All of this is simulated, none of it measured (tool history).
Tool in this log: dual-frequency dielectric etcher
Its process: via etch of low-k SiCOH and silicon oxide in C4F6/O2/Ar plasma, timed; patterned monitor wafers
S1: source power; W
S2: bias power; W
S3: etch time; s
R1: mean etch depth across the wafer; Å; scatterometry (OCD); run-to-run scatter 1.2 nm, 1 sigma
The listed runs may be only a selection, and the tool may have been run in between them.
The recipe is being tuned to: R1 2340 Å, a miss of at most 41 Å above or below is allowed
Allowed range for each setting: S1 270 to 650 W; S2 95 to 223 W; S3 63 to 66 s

Run 1, hour 0: S1 460 W, S2 159 W, S3 63 s. Result: R1 1828.7 Å.
Run 2, hour 2.1: S1 460 W, S2 159 W, S3 63 s. Result: R1 1823.7 Å.
Run 3, hour 8.5: S1 480 W, S2 164 W, S3 63 s. Result: R1 1878.8 Å.
Run 4, hour 9.8: S1 480 W, S2 164 W, S3 66 s. Result: R1 1950.9 Å.
Run 5, hour 13.4: S1 540 W, S2 164 W, S3 66 s. Result: R1 2086.1 Å.
Run 6, hour 21.7: S1 540 W, S2 164 W, S3 66 s. Result: R1 2072 Å.
Run 7, hour 25.1: S1 550 W, S2 166 W, S3 66 s. Result: R1 2089.6 Å.
Run 8, hour 28.4: S1 560 W, S2 168 W, S3 66 s. Result: R1 2127.4 Å.
Run 9, hour 30.7: S1 570 W, S2 169 W, S3 66 s. Result: R1 2183.6 Å.
Run 10, hour 37.1: S1 580 W, S2 169 W, S3 66 s. Result: R1 2163.5 Å.
Run 11, hour 37.7: S1 590 W, S2 170 W, S3 66 s. Result: R1 2214 Å.

4 candidate next runs follow, results not yet known. Just one meets every target within its allowed miss. Identify it.
Run A, hour 38.3: S1 600 W, S2 202 W, S3 65 s. Result: R1 ?.
Run B, hour 38.3: S1 540 W, S2 170 W, S3 66 s. Result: R1 ?.
Run C, hour 38.3: S1 510 W, S2 176 W, S3 66 s. Result: R1 ?.
Run D, hour 38.3: S1 560 W, S2 193 W, S3 63 s. Result: R1 ?.

move      R1
   A  2315.8
   B  2099.5
   C  2069.2
   D    2137
A: in spec on every target
B: moves away from the targets compared with the last run
C: moves away from the targets compared with the last run
D: moves away from the targets compared with the last run
A meets every target.
